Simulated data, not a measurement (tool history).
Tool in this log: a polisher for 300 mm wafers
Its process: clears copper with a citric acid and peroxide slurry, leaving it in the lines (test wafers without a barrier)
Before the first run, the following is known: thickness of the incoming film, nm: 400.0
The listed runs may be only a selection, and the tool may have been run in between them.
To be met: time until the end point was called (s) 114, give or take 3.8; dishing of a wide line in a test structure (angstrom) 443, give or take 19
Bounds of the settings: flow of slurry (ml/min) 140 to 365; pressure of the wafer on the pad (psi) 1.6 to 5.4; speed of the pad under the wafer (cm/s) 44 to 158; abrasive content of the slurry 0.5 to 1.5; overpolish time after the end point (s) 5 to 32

run	day	flow of slurry (ml/min)	pressure of the wafer on the pad (psi)	speed of the pad under the wafer (cm/s)	abrasive content of the slurry	overpolish time after the end point (s)	time until the end point was called (s)	dishing of a wide line in a test structure (angstrom)
1	0	235	3.5	100	1	16	185.15	225.53
2	0.125	235	4.1	100	1	18	160.58	281.45
3	0.296	235	4.5	100	1	19	145.31	304.83
4	0.329	200	4.5	100	1	19	148.31	310.36
5	0.7	255	4.5	100	1	19	140.45	315.82
6	1.046	255	4.5	100	0.85	19	152.45	307.13
7	1.096	260	4.8	102	0.85	20	136.32	343.91
8	1.408	265	5	102	0.85	21	133.3	366.87
9	1.554	265	5.1	104	0.85	22	127.91	380.13
10	1.625	270	5.2	106	0.85	23	122.68	404.56
11	1.908	270	5.3	108	0.85	23	118.08	409.94
12	2.112	270	5.3	108	0.85	24	118.24	413.81

Which single option among these 4 for the next run brings every result within its allowed miss of target? Just one does.
A	2.317	265	5.2	110	0.8	19	?	?
B	2.317	290	5.4	108	0.85	26	?	?
C	2.317	250	5.3	104	0.85	23	?	?
D	2.317	275	5.1	108	0.8	26	?	?

move	time until the end point was called (s)	dishing of a wide line in a test structure (angstrom)
A	120.94	352.45
B	116.04	435.39
C	124.45	390.32
D	125.04	417.16
A: moves away from the targets compared with the last run
B: every result lands within tolerance
C: moves away from the targets compared with the last run
D: moves away from the targets compared with the last run
B meets every target.
